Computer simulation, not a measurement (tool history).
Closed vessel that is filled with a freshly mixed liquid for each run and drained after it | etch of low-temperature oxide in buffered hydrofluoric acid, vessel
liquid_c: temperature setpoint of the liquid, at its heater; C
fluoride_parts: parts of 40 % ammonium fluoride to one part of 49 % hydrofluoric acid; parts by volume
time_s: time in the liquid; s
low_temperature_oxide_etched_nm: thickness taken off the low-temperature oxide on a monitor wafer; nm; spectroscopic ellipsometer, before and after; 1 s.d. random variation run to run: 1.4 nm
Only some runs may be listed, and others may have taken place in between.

run  hour  liquid_c  fluoride_parts  time_s  low_temperature_oxide_etched_nm
  1   0.0      21.0            18.5     105                           239.28
  2   3.2      21.0            18.5     110                           250.46
  3   7.0      21.0            21.0     110                           232.31
  4  12.9      21.0            21.0     110                           227.64
  5  18.2      20.5            21.0     110                           224.05
  6  20.5      20.0            21.0     110                           217.62

Predict the results of run 7:
  7  26.7      19.5            21.0     110                                ?

{"run 7": {"low_temperature_oxide_etched_nm": 211.79}}
